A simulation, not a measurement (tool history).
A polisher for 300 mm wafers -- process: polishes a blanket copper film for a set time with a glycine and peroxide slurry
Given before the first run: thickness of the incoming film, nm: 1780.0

run,hour,flow of slurry (ml/min),pressure of the wafer on the pad (kPa),speed of the pad under the wafer (m/s),polishing time (s),film removed (Å)
1,0,125,21.4,1.06,35,1810.7
2,5,125,21.4,1.16,35,1975.1
3,8.3,120,20,1.16,35,1869.5
4,15.2,120,24.8,1.16,35,2192.9
5,23.2,115,22.8,1.16,35,2008.4
6,28.8,115,28.3,1.16,35,2311.6
7,34.5,110,25.5,1.14,35,2087.9
8,37.8,105,24.1,1.14,35,2008

Estimate the outcome of run 9 from the log above:
9,43.3,100,22.8,1.14,35,?

{"run 9": {"film removed (Å)": 1932.4}}
